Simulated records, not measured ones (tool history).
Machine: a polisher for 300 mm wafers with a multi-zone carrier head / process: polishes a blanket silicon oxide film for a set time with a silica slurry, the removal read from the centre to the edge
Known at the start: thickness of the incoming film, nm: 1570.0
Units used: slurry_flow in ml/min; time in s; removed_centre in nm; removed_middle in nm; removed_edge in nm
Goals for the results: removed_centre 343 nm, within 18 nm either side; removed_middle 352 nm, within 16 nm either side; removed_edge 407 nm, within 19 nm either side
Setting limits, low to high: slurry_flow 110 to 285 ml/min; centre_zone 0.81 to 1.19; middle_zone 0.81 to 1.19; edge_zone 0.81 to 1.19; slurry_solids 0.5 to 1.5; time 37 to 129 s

{"run": 1, "hour": 0.0, "slurry_flow": 180, "centre_zone": 1, "middle_zone": 1, "edge_zone": 1, "slurry_solids": 1, "time": 83, "removed_centre": 283.9, "removed_middle": 281.99, "removed_edge": 284.96}
{"run": 2, "hour": 7.5, "slurry_flow": 195, "centre_zone": 1, "middle_zone": 1, "edge_zone": 1, "slurry_solids": 1, "time": 83, "removed_centre": 293.98, "removed_middle": 283.8, "removed_edge": 289.81}
{"run": 3, "hour": 12.3, "slurry_flow": 200, "centre_zone": 0.97, "middle_zone": 0.99, "edge_zone": 1.04, "slurry_solids": 1.1, "time": 84, "removed_centre": 299.65, "removed_middle": 298.41, "removed_edge": 315.58}
{"run": 4, "hour": 18.3, "slurry_flow": 200, "centre_zone": 0.97, "middle_zone": 0.99, "edge_zone": 1.04, "slurry_solids": 1.25, "time": 84, "removed_centre": 316.63, "removed_middle": 318.15, "removed_edge": 333.94}
{"run": 5, "hour": 19.9, "slurry_flow": 200, "centre_zone": 0.97, "middle_zone": 0.99, "edge_zone": 0.97, "slurry_solids": 1.25, "time": 84, "removed_centre": 320.77, "removed_middle": 321.59, "removed_edge": 320.73}
{"run": 6, "hour": 21.0, "slurry_flow": 200, "centre_zone": 0.97, "middle_zone": 0.99, "edge_zone": 0.9, "slurry_solids": 1.25, "time": 84, "removed_centre": 318.93, "removed_middle": 317.31, "removed_edge": 312.79}
{"run": 7, "hour": 25.6, "slurry_flow": 205, "centre_zone": 0.95, "middle_zone": 0.97, "edge_zone": 0.95, "slurry_solids": 1.3, "time": 85, "removed_centre": 317.53, "removed_middle": 318.72, "removed_edge": 322.42}
{"run": 8, "hour": 32.1, "slurry_flow": 205, "centre_zone": 0.94, "middle_zone": 0.96, "edge_zone": 1.01, "slurry_solids": 1.35, "time": 86, "removed_centre": 325.47, "removed_middle": 335.36, "removed_edge": 348.49}
{"run": 9, "hour": 33.5, "slurry_flow": 225, "centre_zone": 0.93, "middle_zone": 0.89, "edge_zone": 1.11, "slurry_solids": 1.45, "time": 86, "removed_centre": 329.34, "removed_middle": 320.41, "removed_edge": 378.68}
{"run": 10, "hour": 36.0, "slurry_flow": 225, "centre_zone": 0.93, "middle_zone": 0.9, "edge_zone": 1.12, "slurry_solids": 1.45, "time": 86, "removed_centre": 333.02, "removed_middle": 322.92, "removed_edge": 378.64}
{"run": 11, "hour": 44.3, "slurry_flow": 225, "centre_zone": 0.92, "middle_zone": 0.91, "edge_zone": 1.13, "slurry_solids": 1.45, "time": 87, "removed_centre": 332.97, "removed_middle": 330.52, "removed_edge": 390.04}
{"run": 12, "hour": 53.1, "slurry_flow": 225, "centre_zone": 0.92, "middle_zone": 0.92, "edge_zone": 1.14, "slurry_solids": 1.45, "time": 87, "removed_centre": 341.37, "removed_middle": 328.44, "removed_edge": 389.4}
{"run": 13, "hour": 54.9, "slurry_flow": 240, "centre_zone": 0.86, "middle_zone": 0.96, "edge_zone": 1.15, "slurry_solids": 1.5, "time": 88, "removed_centre": 315.88, "removed_middle": 360.9, "removed_edge": 400.86}

Next run, 4 choices. One meets every target within its allowed miss, the rest don't. Which?
{"run": "A", "hour": 56.7, "slurry_flow": 260, "centre_zone": 0.92, "middle_zone": 1.02, "edge_zone": 0.99, "slurry_solids": 1.5, "time": 90, "removed_centre": "?", "removed_middle": "?", "removed_edge": "?"}
{"run": "B", "hour": 56.7, "slurry_flow": 230, "centre_zone": 0.83, "middle_zone": 1.02, "edge_zone": 1.08, "slurry_solids": 1.5, "time": 91, "removed_centre": "?", "removed_middle": "?", "removed_edge": "?"}
{"run": "C", "hour": 56.7, "slurry_flow": 240, "centre_zone": 0.91, "middle_zone": 0.95, "edge_zone": 1.17, "slurry_solids": 1.45, "time": 89, "removed_centre": "?", "removed_middle": "?", "removed_edge": "?"}
{"run": "D", "hour": 56.7, "slurry_flow": 270, "centre_zone": 0.81, "middle_zone": 0.97, "edge_zone": 1.19, "slurry_solids": 1.3, "time": 88, "removed_centre": "?", "removed_middle": "?", "removed_edge": "?"}

move=A removed_centre=354.44 removed_middle=378.77 removed_edge=385.33
move=B removed_centre=317.71 removed_middle=377.44 removed_edge=402.07
move=C removed_centre=338.54 removed_middle=349.12 removed_edge=406.42
move=D removed_centre=289.47 removed_middle=340.03 removed_edge=392.25
A: meets the target for the result that was furthest off, but another lies outside its allowed miss
B: lands further from the targets than the last run did
C: in spec on every target
D: lands further from the targets than the last run did
C meets every target.

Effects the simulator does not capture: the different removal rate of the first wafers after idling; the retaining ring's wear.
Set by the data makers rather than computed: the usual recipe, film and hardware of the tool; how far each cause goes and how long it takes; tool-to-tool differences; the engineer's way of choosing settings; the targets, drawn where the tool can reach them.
